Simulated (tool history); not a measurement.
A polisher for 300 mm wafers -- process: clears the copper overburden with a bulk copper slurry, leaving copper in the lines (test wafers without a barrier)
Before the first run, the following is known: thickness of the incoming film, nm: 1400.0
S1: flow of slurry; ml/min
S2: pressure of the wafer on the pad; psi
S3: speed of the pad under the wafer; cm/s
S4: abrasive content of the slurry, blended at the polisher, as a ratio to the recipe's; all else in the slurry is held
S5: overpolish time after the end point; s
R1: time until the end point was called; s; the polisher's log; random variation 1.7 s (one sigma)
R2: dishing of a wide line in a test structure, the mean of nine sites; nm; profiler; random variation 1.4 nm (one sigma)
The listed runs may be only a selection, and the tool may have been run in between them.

{"run": 1, "day": 0.0, "S1": 150, "S2": 2.4, "S3": 136, "S4": 1.0, "S5": 29, "R1": 123.75, "R2": 116.15}
{"run": 2, "day": 0.092, "S1": 180, "S2": 2.4, "S3": 136, "S4": 1.0, "S5": 29, "R1": 121.56, "R2": 118.75}
{"run": 3, "day": 0.133, "S1": 180, "S2": 2.4, "S3": 162, "S4": 1.0, "S5": 29, "R1": 102.3, "R2": 123.9}
{"run": 4, "day": 0.204, "S1": 180, "S2": 2.4, "S3": 158, "S4": 1.0, "S5": 32, "R1": 105.02, "R2": 126.47}
{"run": 5, "day": 0.521, "S1": 180, "S2": 2.4, "S3": 158, "S4": 1.15, "S5": 32, "R1": 99.853, "R2": 127.03}
{"run": 6, "day": 0.554, "S1": 180, "S2": 2.4, "S3": 158, "S4": 1.15, "S5": 39, "R1": 103.34, "R2": 130.71}

What does the tool deliver on the next run?
{"run": 7, "day": 0.7, "S1": 180, "S2": 2.4, "S3": 156, "S4": 1.15, "S5": 41, "R1": "?", "R2": "?"}

Run 7 gave R1 105.410 s, R2 131.89 nm.
